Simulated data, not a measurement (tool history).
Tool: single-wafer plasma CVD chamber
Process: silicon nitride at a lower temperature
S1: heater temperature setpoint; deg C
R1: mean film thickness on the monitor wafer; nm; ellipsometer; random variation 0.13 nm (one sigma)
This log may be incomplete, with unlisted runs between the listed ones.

{"run": 1, "day": 0.0, "S1": 360, "chamber pressure (Pa)": 165, "RF power (kW)": 0.29, "deposition time (s)": 24.4, "R1": 25.959}
{"run": 2, "day": 0.225, "S1": 360, "chamber pressure (Pa)": 183, "RF power (kW)": 0.305, "deposition time (s)": 24.4, "R1": 27.872}
{"run": 3, "day": 0.417, "S1": 360, "chamber pressure (Pa)": 196, "RF power (kW)": 0.31, "deposition time (s)": 24.4, "R1": 28.869}
{"run": 4, "day": 0.754, "S1": 360, "chamber pressure (Pa)": 205, "RF power (kW)": 0.315, "deposition time (s)": 24.4, "R1": 29.572}
{"run": 5, "day": 0.912, "S1": 360, "chamber pressure (Pa)": 212, "RF power (kW)": 0.32, "deposition time (s)": 24.4, "R1": 30.166}
{"run": 6, "day": 0.992, "S1": 360, "chamber pressure (Pa)": 217, "RF power (kW)": 0.325, "deposition time (s)": 24.4, "R1": 30.821}
{"run": 7, "day": 1.042, "S1": 360, "chamber pressure (Pa)": 221, "RF power (kW)": 0.325, "deposition time (s)": 24.4, "R1": 30.785}

Predict the results of run 8:
{"run": 8, "day": 1.221, "S1": 360, "chamber pressure (Pa)": 221, "RF power (kW)": 0.325, "deposition time (s)": 24.4, "R1": "?"}

{"run 8": {"R1": 30.816}}
